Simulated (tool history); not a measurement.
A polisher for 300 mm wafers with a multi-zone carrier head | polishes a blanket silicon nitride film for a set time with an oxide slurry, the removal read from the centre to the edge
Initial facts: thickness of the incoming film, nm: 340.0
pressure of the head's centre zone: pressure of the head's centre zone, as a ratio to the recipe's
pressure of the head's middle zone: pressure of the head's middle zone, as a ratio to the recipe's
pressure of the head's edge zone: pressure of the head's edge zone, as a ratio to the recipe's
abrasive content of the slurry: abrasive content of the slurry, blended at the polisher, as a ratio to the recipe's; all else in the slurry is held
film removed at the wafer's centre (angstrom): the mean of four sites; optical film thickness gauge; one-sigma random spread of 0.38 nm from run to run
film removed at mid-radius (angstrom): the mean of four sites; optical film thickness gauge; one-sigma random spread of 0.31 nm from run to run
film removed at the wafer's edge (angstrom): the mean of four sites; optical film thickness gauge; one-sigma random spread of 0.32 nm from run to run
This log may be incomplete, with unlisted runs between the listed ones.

run,hour,flow of slurry (ml/min),pressure of the head's centre zone,pressure of the head's middle zone,pressure of the head's edge zone,abrasive content of the slurry,polishing time (s),film removed at the wafer's centre (angstrom),film removed at mid-radius (angstrom),film removed at the wafer's edge (angstrom)
1,0.0,190,1.00,1.00,1.00,1.00,74,435.80,438.01,438.04
2,2.5,180,1.00,0.98,1.00,1.00,74,442.47,425.60,430.15
3,8.6,180,1.00,0.98,1.00,1.15,74,456.06,445.73,457.10
4,10.6,200,1.00,0.98,1.00,1.15,74,458.79,448.99,462.03
5,15.3,195,0.99,0.95,0.99,1.15,74,458.70,447.92,455.72
6,23.0,195,0.92,0.95,0.99,1.15,74,425.34,449.24,458.69
7,27.6,185,0.92,0.92,1.00,1.15,74,428.08,426.87,461.56

For run 8, what comes out?
8,35.8,180,0.92,0.90,0.99,1.15,74,?,?,?

{"run 8": {"film removed at the wafer's centre (angstrom)": 418.59, "film removed at mid-radius (angstrom)": 413.36, "film removed at the wafer's edge (angstrom)": 459.03}}
